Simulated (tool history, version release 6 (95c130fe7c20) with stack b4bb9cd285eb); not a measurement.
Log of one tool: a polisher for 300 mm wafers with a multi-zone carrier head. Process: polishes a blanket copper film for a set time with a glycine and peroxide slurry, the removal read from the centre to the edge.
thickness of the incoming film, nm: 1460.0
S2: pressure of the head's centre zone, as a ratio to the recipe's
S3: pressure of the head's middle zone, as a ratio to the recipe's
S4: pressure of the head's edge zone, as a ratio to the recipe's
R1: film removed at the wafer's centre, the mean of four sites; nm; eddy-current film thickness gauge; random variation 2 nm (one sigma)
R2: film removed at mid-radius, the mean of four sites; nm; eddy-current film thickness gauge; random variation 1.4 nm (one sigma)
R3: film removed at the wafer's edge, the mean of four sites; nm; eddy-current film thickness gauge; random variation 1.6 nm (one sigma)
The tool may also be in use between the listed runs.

Run 1, hour 0: flow of slurry (ml/min) 260, S2 1, S3 1, S4 1, polishing time (s) 54. Result: R1 233.33 nm, R2 237.27 nm, R3 233.98 nm.
Run 2, hour 1.8: flow of slurry (ml/min) 260, S2 1, S3 0.95, S4 1, polishing time (s) 54. Result: R1 229.79 nm, R2 231.79 nm, R3 232.59 nm.
Run 3, hour 2.5: flow of slurry (ml/min) 260, S2 1, S3 0.95, S4 0.97, polishing time (s) 54. Result: R1 233.57 nm, R2 227.14 nm, R3 230.67 nm.
Run 4, hour 7.9: flow of slurry (ml/min) 265, S2 1.01, S3 0.98, S4 0.95, polishing time (s) 50. Result: R1 214.75 nm, R2 214.7 nm, R3 215.51 nm.
Run 5, hour 9: flow of slurry (ml/min) 250, S2 1.04, S3 1.02, S4 0.93, polishing time (s) 47. Result: R1 209.36 nm, R2 207.67 nm, R3 196.19 nm.
Run 6, hour 15: flow of slurry (ml/min) 240, S2 1.05, S3 1.02, S4 0.91, polishing time (s) 45. Result: R1 201.15 nm, R2 195.26 nm, R3 184.51 nm.

Forecast run 7:
Run 7, hour 15.6: flow of slurry (ml/min) 230, S2 1.05, S3 1.03, S4 0.89, polishing time (s) 44. Result: R1 ?, R2 ?, R3 ?.

Run 7 gave R1 197.67 nm, R2 190.38 nm, R3 178.74 nm.

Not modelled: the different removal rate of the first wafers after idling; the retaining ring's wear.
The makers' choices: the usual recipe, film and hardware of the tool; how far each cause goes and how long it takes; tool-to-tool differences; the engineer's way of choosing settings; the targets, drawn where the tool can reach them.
